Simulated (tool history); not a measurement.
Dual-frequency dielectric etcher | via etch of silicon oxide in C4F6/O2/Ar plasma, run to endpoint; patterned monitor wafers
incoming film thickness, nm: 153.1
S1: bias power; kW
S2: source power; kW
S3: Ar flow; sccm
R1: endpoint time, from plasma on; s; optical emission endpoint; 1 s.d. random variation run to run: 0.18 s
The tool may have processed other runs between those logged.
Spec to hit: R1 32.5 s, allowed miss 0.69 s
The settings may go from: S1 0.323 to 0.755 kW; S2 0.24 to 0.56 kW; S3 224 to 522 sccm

run 1 hour=0 | S1=0.539 S2=0.4 S3=373 | R1=28.08
run 2 hour=8 | S1=0.539 S2=0.36 S3=373 | R1=29.01
run 3 hour=11.6 | S1=0.539 S2=0.39 S3=373 | R1=28.227
run 4 hour=14.1 | S1=0.521 S2=0.39 S3=374 | R1=28.547
run 5 hour=16.2 | S1=0.504 S2=0.39 S3=375 | R1=28.723
run 6 hour=23.6 | S1=0.49 S2=0.38 S3=377 | R1=29.362
run 7 hour=25.2 | S1=0.476 S2=0.38 S3=378 | R1=29.714
run 8 hour=31.4 | S1=0.464 S2=0.38 S3=378 | R1=29.96
run 9 hour=38.3 | S1=0.454 S2=0.38 S3=378 | R1=30.36

Consider the 5 candidate settings below. Which is the only one whose results all fall within their allowed miss of target?
run A hour=45.2 | S1=0.565 S2=0.4 S3=430 | R1=?
run B hour=45.2 | S1=0.412 S2=0.33 S3=361 | R1=?
run C hour=45.2 | S1=0.336 S2=0.34 S3=386 | R1=?
run D hour=45.2 | S1=0.492 S2=0.44 S3=324 | R1=?
run E hour=45.2 | S1=0.531 S2=0.39 S3=380 | R1=?

move=A R1=27.842
move=B R1=32.469
move=C R1=34.603
move=D R1=27.544
move=E R1=28.343
A: misses by more than the last run did
B: all results in spec
C: the result that was furthest off in the last run now lies on the other side of its target
D: misses by more than the last run did
E: misses by more than the last run did
Correct choice: B, which meets every target
